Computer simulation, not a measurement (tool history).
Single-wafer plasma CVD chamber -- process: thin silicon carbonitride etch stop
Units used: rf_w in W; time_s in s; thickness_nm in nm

run	hour	rf_w	time_s	thickness_nm
1	0	195	15.5	8.4385
2	3.1	205	15.5	8.4962
3	8.5	190	15.5	8.3491
4	14.2	190	14	7.6002
5	22.4	205	14	7.7147
6	25.3	210	14.3	7.9558
7	31.4	215	14.5	8.0359
8	35.3	235	17	9.7264

Run 9, settings as shown, results not yet in. Your forecast:
9	44.2	235	16.9	?

thickness_nm: 9.6202 nm

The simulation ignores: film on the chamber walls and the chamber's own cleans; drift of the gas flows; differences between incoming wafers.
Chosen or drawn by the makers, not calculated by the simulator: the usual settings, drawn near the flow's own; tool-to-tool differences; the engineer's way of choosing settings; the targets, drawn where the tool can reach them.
